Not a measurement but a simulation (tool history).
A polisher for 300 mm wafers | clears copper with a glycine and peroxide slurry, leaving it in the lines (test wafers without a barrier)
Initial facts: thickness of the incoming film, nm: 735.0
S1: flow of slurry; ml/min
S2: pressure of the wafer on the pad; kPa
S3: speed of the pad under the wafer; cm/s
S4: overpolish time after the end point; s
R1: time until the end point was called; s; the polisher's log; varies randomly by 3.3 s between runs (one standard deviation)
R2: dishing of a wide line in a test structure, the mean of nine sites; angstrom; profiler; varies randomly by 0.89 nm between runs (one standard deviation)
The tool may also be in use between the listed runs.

Run 1, day 0: S1 260 ml/min, S2 15.9 kPa, S3 108 cm/s, S4 13 s. Result: R1 140.82 s, R2 491.6 angstrom.
Run 2, day 0.146: S1 260 ml/min, S2 14.5 kPa, S3 106 cm/s, S4 14 s. Result: R1 154.68 s, R2 472.41 angstrom.
Run 3, day 0.35: S1 260 ml/min, S2 14.5 kPa, S3 132 cm/s, S4 14 s. Result: R1 123.73 s, R2 539.71 angstrom.
Run 4, day 0.638: S1 260 ml/min, S2 16.5 kPa, S3 132 cm/s, S4 14 s. Result: R1 112.06 s, R2 619.53 angstrom.
Run 5, day 0.758: S1 295 ml/min, S2 16.5 kPa, S3 132 cm/s, S4 14 s. Result: R1 114.16 s, R2 598.03 angstrom.
Run 6, day 0.921: S1 295 ml/min, S2 15.2 kPa, S3 128 cm/s, S4 15 s. Result: R1 127.22 s, R2 598.06 angstrom.

Expected results for the next run?
Run 7, day 1.179: S1 295 ml/min, S2 13.8 kPa, S3 126 cm/s, S4 16 s. Result: R1 ?, R2 ?.

R1: 134.9 s
R2: 579.62 angstrom
